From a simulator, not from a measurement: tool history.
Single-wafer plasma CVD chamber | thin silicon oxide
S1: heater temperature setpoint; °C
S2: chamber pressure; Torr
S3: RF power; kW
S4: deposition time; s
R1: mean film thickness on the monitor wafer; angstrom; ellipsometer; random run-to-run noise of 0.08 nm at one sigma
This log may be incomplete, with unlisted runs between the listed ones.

Run 1, hour 0: S1 390 °C, S2 0.846 Torr, S3 0.28 kW, S4 6.13 s. Result: R1 112.35 angstrom.
Run 2, hour 1.9: S1 390 °C, S2 0.945 Torr, S3 0.28 kW, S4 6.13 s. Result: R1 123.94 angstrom.
Run 3, hour 5.2: S1 390 °C, S2 0.945 Torr, S3 0.28 kW, S4 6.13 s. Result: R1 124.36 angstrom.
Run 4, hour 13.3: S1 390 °C, S2 0.967 Torr, S3 0.28 kW, S4 6.13 s. Result: R1 126.65 angstrom.
Run 5, hour 16.1: S1 390 °C, S2 0.967 Torr, S3 0.295 kW, S4 6.13 s. Result: R1 129.56 angstrom.
Run 6, hour 21.9: S1 390 °C, S2 0.984 Torr, S3 0.295 kW, S4 6.13 s. Result: R1 132.5 angstrom.
Run 7, hour 25.7: S1 390 °C, S2 0.998 Torr, S3 0.295 kW, S4 6.13 s. Result: R1 132.53 angstrom.
Run 8, hour 28.6: S1 390 °C, S2 1.013 Torr, S3 0.295 kW, S4 6.13 s. Result: R1 134.55 angstrom.
Run 9, hour 35.5: S1 390 °C, S2 1.013 Torr, S3 0.295 kW, S4 6.13 s. Result: R1 133.82 angstrom.
Run 10, hour 39.1: S1 390 °C, S2 1.027 Torr, S3 0.295 kW, S4 6.13 s. Result: R1 135.89 angstrom.
Run 11, hour 42.2: S1 390 °C, S2 1.039 Torr, S3 0.295 kW, S4 6.13 s. Result: R1 136.37 angstrom.

Run 12 is up next; what results do you expect?
Run 12, hour 46: S1 390 °C, S2 1.052 Torr, S3 0.295 kW, S4 6.13 s. Result: R1 ?.

Run 12 came out at R1 138.56 angstrom.
